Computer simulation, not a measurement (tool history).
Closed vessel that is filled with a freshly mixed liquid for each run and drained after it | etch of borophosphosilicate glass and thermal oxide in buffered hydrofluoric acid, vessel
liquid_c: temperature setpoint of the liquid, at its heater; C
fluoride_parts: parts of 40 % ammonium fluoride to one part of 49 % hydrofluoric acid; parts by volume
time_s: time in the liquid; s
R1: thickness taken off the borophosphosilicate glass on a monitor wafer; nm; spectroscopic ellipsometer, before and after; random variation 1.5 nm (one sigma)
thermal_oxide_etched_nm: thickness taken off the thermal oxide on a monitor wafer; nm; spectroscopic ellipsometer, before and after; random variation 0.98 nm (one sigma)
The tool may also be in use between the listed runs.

{"run": 1, "hour": 0.0, "liquid_c": 22, "fluoride_parts": 8, "time_s": 60, "R1": 100.9, "thermal_oxide_etched_nm": 71.307}
{"run": 2, "hour": 4.3, "liquid_c": 23, "fluoride_parts": 8, "time_s": 60, "R1": 107.87, "thermal_oxide_etched_nm": 73.945}
{"run": 3, "hour": 9.1, "liquid_c": 23.5, "fluoride_parts": 8, "time_s": 60, "R1": 108.82, "thermal_oxide_etched_nm": 76.033}
{"run": 4, "hour": 10.5, "liquid_c": 24.5, "fluoride_parts": 8, "time_s": 60, "R1": 116.74, "thermal_oxide_etched_nm": 82.454}
{"run": 5, "hour": 12.0, "liquid_c": 24.5, "fluoride_parts": 6, "time_s": 60, "R1": 156.5, "thermal_oxide_etched_nm": 109.99}
{"run": 6, "hour": 21.1, "liquid_c": 24.5, "fluoride_parts": 5, "time_s": 60, "R1": 181.62, "thermal_oxide_etched_nm": 128.58}
{"run": 7, "hour": 22.6, "liquid_c": 24, "fluoride_parts": 5, "time_s": 60, "R1": 175.89, "thermal_oxide_etched_nm": 121.74}
{"run": 8, "hour": 27.6, "liquid_c": 24, "fluoride_parts": 5, "time_s": 60, "R1": 175.87, "thermal_oxide_etched_nm": 123.33}

The next listed run, before its measurement:
{"run": 9, "hour": 33.9, "liquid_c": 24, "fluoride_parts": 5, "time_s": 60, "R1": "?", "thermal_oxide_etched_nm": "?"}

Run 9 gave R1 176.02 nm, thermal_oxide_etched_nm 123.98 nm.
